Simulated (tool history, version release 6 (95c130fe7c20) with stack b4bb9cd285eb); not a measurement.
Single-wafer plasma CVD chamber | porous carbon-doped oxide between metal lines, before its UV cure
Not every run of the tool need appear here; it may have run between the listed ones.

run	hour	heater temperature setpoint (°C)	RF power (kW)	deposition time (s)	mean film thickness on the monitor wafer (nm)
1	0.0	305	0.505	11.1	61.420
2	7.8	303	0.505	11.1	61.867
3	12.9	303	0.505	10.6	59.370
4	16.7	301	0.510	10.6	60.765
5	18.9	299	0.510	10.6	61.464
6	24.7	297	0.510	10.6	62.583
7	30.8	296	0.510	10.6	62.992
8	36.5	295	0.510	10.6	63.244
9	44.7	295	0.510	10.6	63.712
10	51.8	294	0.510	10.6	63.571

Expected results for the next run?
11	52.5	293	0.510	10.6	?

Run 11 came out at mean film thickness on the monitor wafer (nm) 64.206.

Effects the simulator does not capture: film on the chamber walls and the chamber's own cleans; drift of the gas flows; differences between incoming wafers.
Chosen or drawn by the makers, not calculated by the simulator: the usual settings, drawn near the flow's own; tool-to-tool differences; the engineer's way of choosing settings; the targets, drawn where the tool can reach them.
